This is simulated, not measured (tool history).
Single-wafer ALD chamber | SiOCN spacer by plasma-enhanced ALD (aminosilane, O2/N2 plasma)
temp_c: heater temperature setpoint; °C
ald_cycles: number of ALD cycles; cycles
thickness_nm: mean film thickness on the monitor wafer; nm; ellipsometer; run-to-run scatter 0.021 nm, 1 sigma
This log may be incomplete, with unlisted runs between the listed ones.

| run | hour | temp_c | ald_cycles | thickness_nm |
|---|---|---|---|---|
| 1 | 0.0 | 395 | 56 | 3.2336 |
| 2 | 4.5 | 401 | 56 | 3.1815 |
| 3 | 12.7 | 401 | 51 | 2.9187 |
| 4 | 19.9 | 400 | 55 | 3.1600 |
| 5 | 27.6 | 400 | 58 | 3.3711 |
| 6 | 34.3 | 400 | 60 | 3.4452 |
| 7 | 37.2 | 400 | 62 | 3.5507 |
| 8 | 44.8 | 400 | 63 | 3.6112 |
| 9 | 53.7 | 400 | 64 | 3.6625 |
| 10 | 61.0 | 400 | 65 | 3.7652 |

Expected results for the next run?
| 11 | 66.4 | 400 | 66 | ? |

Logged for run 11: thickness_nm 3.7749 nm.
